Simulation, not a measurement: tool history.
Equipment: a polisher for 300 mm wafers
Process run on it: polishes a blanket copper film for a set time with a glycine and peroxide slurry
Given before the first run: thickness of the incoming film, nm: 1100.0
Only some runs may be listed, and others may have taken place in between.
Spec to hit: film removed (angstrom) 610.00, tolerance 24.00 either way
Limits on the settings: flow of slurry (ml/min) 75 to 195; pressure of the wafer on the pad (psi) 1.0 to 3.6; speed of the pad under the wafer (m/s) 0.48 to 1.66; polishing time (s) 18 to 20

| run | hour | flow of slurry (ml/min) | pressure of the wafer on the pad (psi) | speed of the pad under the wafer (m/s) | polishing time (s) | film removed (angstrom) |
|---|---|---|---|---|---|---|
| 1 | 0.0 | 125 | 2.3 | 1.06 | 20 | 857.93 |
| 2 | 1.1 | 120 | 2.1 | 1.06 | 20 | 792.74 |
| 3 | 3.6 | 120 | 2.1 | 1.32 | 20 | 957.90 |
| 4 | 10.6 | 120 | 1.9 | 1.32 | 20 | 870.02 |
| 5 | 17.8 | 115 | 1.7 | 1.32 | 20 | 788.84 |
| 6 | 20.6 | 115 | 1.4 | 1.32 | 20 | 672.75 |
| 7 | 28.7 | 110 | 1.4 | 1.32 | 20 | 666.37 |
| 8 | 37.4 | 105 | 1.4 | 1.32 | 20 | 665.43 |
| 9 | 46.2 | 100 | 1.4 | 1.32 | 20 | 665.39 |

Of the 5 settings listed for the next run, only one would bring every result within its allowed miss of target. Which one?
| A | 55.0 | 90 | 1.6 | 1.54 | 18 | ? |
| B | 55.0 | 135 | 1.3 | 1.24 | 18 | ? |
| C | 55.0 | 110 | 1.3 | 1.28 | 18 | ? |
| D | 55.0 | 95 | 1.4 | 1.40 | 18 | ? |
| E | 55.0 | 120 | 1.2 | 1.20 | 19 | ? |

| move | film removed (angstrom) |
|---|---|
| A | 711.69 |
| B | 562.81 |
| C | 552.13 |
| D | 602.84 |
| E | 535.01 |
A: the biggest miss grows against the last run
B: pushes the last run's worst result past its target
C: pushes the last run's worst result past its target
D: each result inside its tolerance
E: pushes the last run's worst result past its target
D meets every target.

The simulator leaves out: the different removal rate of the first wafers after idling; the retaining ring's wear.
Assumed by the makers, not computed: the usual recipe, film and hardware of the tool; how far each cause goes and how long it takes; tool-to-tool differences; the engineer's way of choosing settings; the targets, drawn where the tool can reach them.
